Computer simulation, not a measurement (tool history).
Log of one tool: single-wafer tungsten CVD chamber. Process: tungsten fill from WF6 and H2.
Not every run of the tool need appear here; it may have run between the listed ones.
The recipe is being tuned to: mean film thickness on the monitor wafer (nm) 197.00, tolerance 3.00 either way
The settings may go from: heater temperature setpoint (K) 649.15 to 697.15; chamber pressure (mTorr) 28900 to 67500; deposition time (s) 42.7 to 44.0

run,hour,heater temperature setpoint (K),chamber pressure (mTorr),deposition time (s),mean film thickness on the monitor wafer (nm)
1,0.0,673.15,48200,42.7,150.14
2,7.8,666.15,48200,42.7,131.63
3,8.7,656.15,48200,42.7,108.15
4,15.0,666.15,48500,42.7,131.48
5,23.0,673.15,48700,42.7,150.69
6,31.6,678.15,48800,42.7,165.45
7,39.6,681.15,48900,42.7,174.22
8,47.5,681.15,48900,42.7,174.45
9,56.0,681.15,48900,42.7,173.73
10,59.2,683.15,49000,42.7,180.04
11,67.1,685.15,49000,42.7,187.03
12,76.0,686.15,49000,42.7,189.38
13,84.5,687.15,49000,42.7,192.03

4 next moves are on the table. One of them brings every result within its allowed miss. Which?
A,93.0,689.15,42700,43.0,?
B,93.0,685.15,47700,42.7,?
C,93.0,688.15,47300,43.9,?
D,93.0,682.15,51500,42.7,?

move,mean film thickness on the monitor wafer (nm)
A,188.37
B,184.50
C,198.44
D,181.77
A: misses by more than the last run did
B: misses by more than the last run did
C: in spec on every target
D: misses by more than the last run did
C is the move that brings every result within its allowed miss.

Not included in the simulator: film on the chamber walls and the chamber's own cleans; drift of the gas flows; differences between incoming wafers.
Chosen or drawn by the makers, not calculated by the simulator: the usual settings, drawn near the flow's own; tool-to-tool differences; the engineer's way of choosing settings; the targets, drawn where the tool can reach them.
